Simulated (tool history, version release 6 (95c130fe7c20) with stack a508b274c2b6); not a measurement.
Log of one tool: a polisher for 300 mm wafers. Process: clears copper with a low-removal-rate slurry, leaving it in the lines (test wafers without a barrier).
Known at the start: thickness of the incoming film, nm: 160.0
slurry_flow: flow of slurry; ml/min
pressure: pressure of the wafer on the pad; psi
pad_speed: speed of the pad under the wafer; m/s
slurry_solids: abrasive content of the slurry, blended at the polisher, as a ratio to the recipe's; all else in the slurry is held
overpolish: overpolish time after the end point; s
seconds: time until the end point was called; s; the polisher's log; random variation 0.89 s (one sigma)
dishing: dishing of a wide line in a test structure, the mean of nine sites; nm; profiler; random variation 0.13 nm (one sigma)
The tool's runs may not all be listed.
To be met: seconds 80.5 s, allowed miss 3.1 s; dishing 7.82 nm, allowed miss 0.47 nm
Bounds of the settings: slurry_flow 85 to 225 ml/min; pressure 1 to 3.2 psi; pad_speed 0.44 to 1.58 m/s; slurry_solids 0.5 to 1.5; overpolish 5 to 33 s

Run 1, hour 0: slurry_flow 145 ml/min, pressure 2.1 psi, pad_speed 1 m/s, slurry_solids 1, overpolish 17 s. Result: seconds 73.031 s, dishing 26.053 nm.
Run 2, hour 7.8: slurry_flow 145 ml/min, pressure 2.1 psi, pad_speed 1 m/s, slurry_solids 1.1, overpolish 17 s. Result: seconds 70.297 s, dishing 27.16 nm.
Run 3, hour 13.5: slurry_flow 150 ml/min, pressure 1.9 psi, pad_speed 1.06 m/s, slurry_solids 1, overpolish 15 s. Result: seconds 74.874 s, dishing 23.586 nm.
Run 4, hour 19.1: slurry_flow 150 ml/min, pressure 2.1 psi, pad_speed 1.06 m/s, slurry_solids 1, overpolish 15 s. Result: seconds 68.743 s, dishing 24.925 nm.
Run 5, hour 22.3: slurry_flow 140 ml/min, pressure 2.3 psi, pad_speed 0.94 m/s, slurry_solids 0.9, overpolish 13 s. Result: seconds 73.123 s, dishing 20.954 nm.
Run 6, hour 22.8: slurry_flow 140 ml/min, pressure 2.3 psi, pad_speed 0.94 m/s, slurry_solids 0.9, overpolish 7 s. Result: seconds 72.545 s, dishing 11.87 nm.
Run 7, hour 29.7: slurry_flow 130 ml/min, pressure 2.2 psi, pad_speed 0.94 m/s, slurry_solids 1, overpolish 7 s. Result: seconds 74.376 s, dishing 11.634 nm.
Run 8, hour 38.2: slurry_flow 120 ml/min, pressure 2.1 psi, pad_speed 0.94 m/s, slurry_solids 1.1, overpolish 7 s. Result: seconds 75.923 s, dishing 11.172 nm.
Run 9, hour 42: slurry_flow 120 ml/min, pressure 2.1 psi, pad_speed 0.94 m/s, slurry_solids 1.1, overpolish 7 s. Result: seconds 75.978 s, dishing 11.637 nm.
Run 10, hour 44.2: slurry_flow 115 ml/min, pressure 2.1 psi, pad_speed 0.88 m/s, slurry_solids 1.2, overpolish 7 s. Result: seconds 79.513 s, dishing 11.253 nm.
Run 11, hour 48.4: slurry_flow 110 ml/min, pressure 2.2 psi, pad_speed 0.9 m/s, slurry_solids 1.05, overpolish 7 s. Result: seconds 78.28 s, dishing 11.299 nm.

4 next moves are on the table. One of them brings every result within its allowed miss. Which?
Run A, hour 52.6: slurry_flow 90 ml/min, pressure 2 psi, pad_speed 1.02 m/s, slurry_solids 0.85, overpolish 9 s. Result: seconds ?, dishing ?.
Run B, hour 52.6: slurry_flow 95 ml/min, pressure 2.1 psi, pad_speed 1 m/s, slurry_solids 1.05, overpolish 8 s. Result: seconds ?, dishing ?.
Run C, hour 52.6: slurry_flow 90 ml/min, pressure 2.4 psi, pad_speed 0.82 m/s, slurry_solids 0.95, overpolish 5 s. Result: seconds ?, dishing ?.
Run D, hour 52.6: slurry_flow 105 ml/min, pressure 2.3 psi, pad_speed 0.76 m/s, slurry_solids 1.15, overpolish 14 s. Result: seconds ?, dishing ?.

move  seconds  dishing
   A   81.277   13.755
   B     75.3   13.248
   C   81.048   7.9177
   D   83.068   20.306
A: further off than the last run
B: further off than the last run
C: meets every target
D: further off than the last run
Answer: C
